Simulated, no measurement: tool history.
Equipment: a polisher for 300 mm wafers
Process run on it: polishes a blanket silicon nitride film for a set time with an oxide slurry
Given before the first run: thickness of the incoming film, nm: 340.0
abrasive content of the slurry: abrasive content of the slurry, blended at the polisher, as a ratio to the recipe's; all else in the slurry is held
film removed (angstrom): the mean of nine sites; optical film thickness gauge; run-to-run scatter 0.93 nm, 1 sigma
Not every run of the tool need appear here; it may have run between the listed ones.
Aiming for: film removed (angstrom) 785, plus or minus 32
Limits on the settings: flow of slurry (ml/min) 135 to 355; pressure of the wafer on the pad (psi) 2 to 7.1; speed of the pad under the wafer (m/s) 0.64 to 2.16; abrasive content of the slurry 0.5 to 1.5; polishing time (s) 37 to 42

run	hour	flow of slurry (ml/min)	pressure of the wafer on the pad (psi)	speed of the pad under the wafer (m/s)	abrasive content of the slurry	polishing time (s)	film removed (angstrom)
1	0	225	4.5	1.4	1	42	517.03
2	1.5	225	5	1.42	1	42	581.83
3	3	190	5	1.42	1	42	574.06
4	3.8	190	5	1.42	1.1	42	592.38
5	8.6	190	5	1.42	1.1	42	589.09
6	14.3	190	5	1.42	1.1	37	509.7
7	20.9	190	5	1.42	1.1	37	515.1
8	24.2	195	5.5	1.44	1.1	37	572.35
9	30.1	195	6.8	1.48	1.1	37	702.23
10	35.7	195	6.9	1.52	1.1	37	747.67
11	37.3	195	7	1.52	1.1	37	762.12

Next run, 5 choices. One meets every target within its allowed miss, the rest don't. Which?
A	38.9	205	6.8	1.28	1.05	42	?
B	38.9	205	7	1.24	1.15	40	?
C	38.9	225	5.6	1.42	1.3	42	?
D	38.9	190	6.6	1.36	1.25	39	?
E	38.9	180	6.4	1.78	1.15	37	?

move	film removed (angstrom)
A	728.23
B	720.85
C	723.9
D	729.84
E	797.67
A: the biggest miss grows against the last run
B: the biggest miss grows against the last run
C: the biggest miss grows against the last run
D: the biggest miss grows against the last run
E: every result lands within tolerance
Move E is the one to make.
